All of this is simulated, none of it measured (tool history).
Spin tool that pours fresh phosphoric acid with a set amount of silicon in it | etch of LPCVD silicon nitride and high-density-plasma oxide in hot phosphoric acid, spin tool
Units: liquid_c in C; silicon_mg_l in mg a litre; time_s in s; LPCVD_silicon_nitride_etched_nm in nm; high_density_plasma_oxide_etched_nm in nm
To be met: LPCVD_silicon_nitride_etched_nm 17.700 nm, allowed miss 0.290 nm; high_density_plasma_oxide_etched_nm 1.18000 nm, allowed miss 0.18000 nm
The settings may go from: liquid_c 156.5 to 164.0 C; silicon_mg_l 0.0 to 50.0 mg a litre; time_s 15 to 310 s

run  hour  liquid_c  silicon_mg_l  time_s  LPCVD_silicon_nitride_etched_nm  high_density_plasma_oxide_etched_nm
  1   0.0     159.0          24.5     160                           12.889                              0.54988
  2   5.0     159.5          23.5     165                           13.386                              0.54871
  3  12.1     159.5          18.5     165                           13.361                              0.64215
  4  15.2     160.0          17.0     170                           14.031                              0.71799
  5  20.6     159.0          17.0     170                           13.566                              0.65816
  6  22.3     159.5          16.5     170                           13.886                              0.73577
  7  29.9     160.0          16.0     170                           14.100                              0.67558
  8  31.4     162.5           0.5     195                           17.583                              1.54920
  9  34.2     162.5           1.5     195                           17.498                              1.41960
 10  36.8     162.5           2.5     195                           17.547                              1.44700
 11  44.8     162.5           3.5     195                           17.471                              1.31540

4 next moves are on the table. One of them brings every result within its allowed miss. Which?
  A  52.8     164.0           0.0     185                                ?                                    ?
  B  52.8     161.0           8.5     200                                ?                                    ?
  C  52.8     162.0           7.0     195                                ?                                    ?
  D  52.8     163.0          10.0     195                                ?                                    ?

move  LPCVD_silicon_nitride_etched_nm  high_density_plasma_oxide_etched_nm
   A                           17.511                              1.59490
   B                           17.137                              1.17010
   C                           17.275                              1.26760
   D                           17.858                              1.27870
A: brings the result that was furthest off to its target, and leaves another outside
B: further off than the last run
C: further off than the last run
D: meets every target
Move D is the one to make.

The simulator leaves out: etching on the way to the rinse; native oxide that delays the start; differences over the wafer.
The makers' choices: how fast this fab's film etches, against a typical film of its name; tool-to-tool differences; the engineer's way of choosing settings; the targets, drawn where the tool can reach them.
